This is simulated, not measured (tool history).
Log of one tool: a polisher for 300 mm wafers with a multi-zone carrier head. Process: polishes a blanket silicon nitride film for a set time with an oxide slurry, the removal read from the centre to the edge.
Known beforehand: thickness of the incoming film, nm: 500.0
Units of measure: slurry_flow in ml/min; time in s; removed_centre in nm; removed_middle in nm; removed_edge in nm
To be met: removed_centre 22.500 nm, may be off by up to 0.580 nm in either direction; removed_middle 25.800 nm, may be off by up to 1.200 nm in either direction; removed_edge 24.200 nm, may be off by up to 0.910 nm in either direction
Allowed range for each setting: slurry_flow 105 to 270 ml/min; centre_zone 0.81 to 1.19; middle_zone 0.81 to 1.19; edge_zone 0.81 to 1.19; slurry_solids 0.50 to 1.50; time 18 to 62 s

| run | day | slurry_flow | centre_zone | middle_zone | edge_zone | slurry_solids | time | removed_centre | removed_middle | removed_edge |
|---|---|---|---|---|---|---|---|---|---|---|
| 1 | 0.000 | 175 | 1.00 | 1.00 | 1.00 | 1.00 | 40 | 30.619 | 29.383 | 29.739 |
| 2 | 0.062 | 170 | 0.97 | 1.00 | 0.97 | 0.95 | 40 | 29.233 | 28.849 | 28.420 |
| 3 | 0.088 | 165 | 0.94 | 1.00 | 0.96 | 0.90 | 40 | 27.758 | 28.030 | 28.486 |
| 4 | 0.438 | 165 | 0.94 | 1.00 | 0.96 | 1.05 | 40 | 29.277 | 29.703 | 30.305 |
| 5 | 0.800 | 195 | 0.94 | 1.00 | 0.96 | 1.05 | 40 | 30.435 | 31.328 | 30.392 |
| 6 | 0.896 | 195 | 0.94 | 1.00 | 0.96 | 1.05 | 47 | 35.876 | 35.785 | 36.198 |
| 7 | 1.183 | 190 | 0.92 | 1.01 | 0.94 | 0.95 | 46 | 32.564 | 33.970 | 33.034 |
| 8 | 1.496 | 185 | 0.90 | 1.01 | 0.93 | 0.85 | 46 | 30.073 | 33.498 | 31.200 |
| 9 | 1.712 | 180 | 0.89 | 0.99 | 0.92 | 0.80 | 46 | 29.676 | 30.508 | 30.576 |
| 10 | 1.871 | 175 | 0.88 | 1.00 | 0.91 | 0.75 | 46 | 28.190 | 30.228 | 29.295 |
| 11 | 1.900 | 170 | 0.87 | 1.00 | 0.90 | 0.70 | 46 | 26.985 | 28.923 | 28.031 |
| 12 | 2.008 | 160 | 0.86 | 1.00 | 0.89 | 0.70 | 46 | 26.234 | 28.654 | 27.603 |
| 13 | 2.079 | 155 | 0.85 | 1.00 | 0.88 | 0.70 | 46 | 25.491 | 28.550 | 27.402 |
| 14 | 2.217 | 150 | 0.85 | 1.00 | 0.87 | 0.70 | 46 | 25.693 | 28.469 | 27.036 |

Below are 4 possible settings for the next run. Only one of them brings all results inside the allowed miss of their targets. Which is it?
| A | 2.354 | 135 | 0.86 | 0.85 | 0.88 | 0.75 | 52 | ? | ? | ? |
| B | 2.354 | 145 | 0.90 | 1.09 | 0.81 | 0.80 | 36 | ? | ? | ? |
| C | 2.354 | 150 | 0.90 | 1.07 | 0.86 | 0.65 | 40 | ? | ? | ? |
| D | 2.354 | 180 | 0.81 | 1.00 | 0.86 | 0.65 | 42 | ? | ? | ? |

| move | removed_centre | removed_middle | removed_edge |
|---|---|---|---|
| A | 29.849 | 28.326 | 32.043 |
| B | 22.397 | 25.193 | 22.146 |
| C | 22.718 | 25.136 | 23.022 |
| D | 22.688 | 25.639 | 24.692 |
A: further off than the last run
B: brings the last run's worst result on target, with another outside its allowed miss
C: brings the last run's worst result on target, with another outside its allowed miss
D: every result lands within tolerance
The right move is D.

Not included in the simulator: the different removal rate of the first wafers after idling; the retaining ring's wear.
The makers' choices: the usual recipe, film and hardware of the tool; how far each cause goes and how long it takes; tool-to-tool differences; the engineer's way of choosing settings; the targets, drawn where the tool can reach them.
